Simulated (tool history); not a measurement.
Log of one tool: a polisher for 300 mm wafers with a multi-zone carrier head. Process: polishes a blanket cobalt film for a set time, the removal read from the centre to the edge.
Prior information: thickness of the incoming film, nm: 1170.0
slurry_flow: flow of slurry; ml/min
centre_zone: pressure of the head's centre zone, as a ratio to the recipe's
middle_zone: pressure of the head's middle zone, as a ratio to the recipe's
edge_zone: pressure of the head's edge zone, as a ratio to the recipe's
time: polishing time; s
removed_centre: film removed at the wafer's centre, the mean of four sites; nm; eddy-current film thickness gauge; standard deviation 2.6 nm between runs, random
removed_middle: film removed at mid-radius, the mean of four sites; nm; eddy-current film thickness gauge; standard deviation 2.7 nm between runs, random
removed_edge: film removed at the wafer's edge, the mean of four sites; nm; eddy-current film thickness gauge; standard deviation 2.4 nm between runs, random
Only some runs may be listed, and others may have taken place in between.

| run | hour | slurry_flow | centre_zone | middle_zone | edge_zone | time | removed_centre | removed_middle | removed_edge |
|---|---|---|---|---|---|---|---|---|---|
| 1 | 0 | 255 | 1 | 1 | 1 | 54 | 264.72 | 260.56 | 266.8 |
| 2 | 7.9 | 255 | 1 | 1.05 | 1 | 54 | 266.98 | 278.86 | 263.97 |
| 3 | 10.2 | 255 | 1 | 1.13 | 1 | 54 | 271.88 | 294.31 | 265.8 |
| 4 | 14.6 | 255 | 1 | 1.13 | 1 | 45 | 226.55 | 248.15 | 222.81 |
| 5 | 23.3 | 255 | 1 | 1.13 | 1.07 | 45 | 220.29 | 250.4 | 226.95 |
| 6 | 31.8 | 255 | 0.99 | 1.13 | 1.07 | 44 | 213.82 | 241.27 | 222.69 |

The next listed run, before its measurement:
| 7 | 33.3 | 255 | 0.98 | 1.13 | 1.07 | 43 | ? | ? | ? |

For run 7 the tool returned removed_centre 204.46 nm, removed_middle 233.59 nm, removed_edge 219.7 nm.
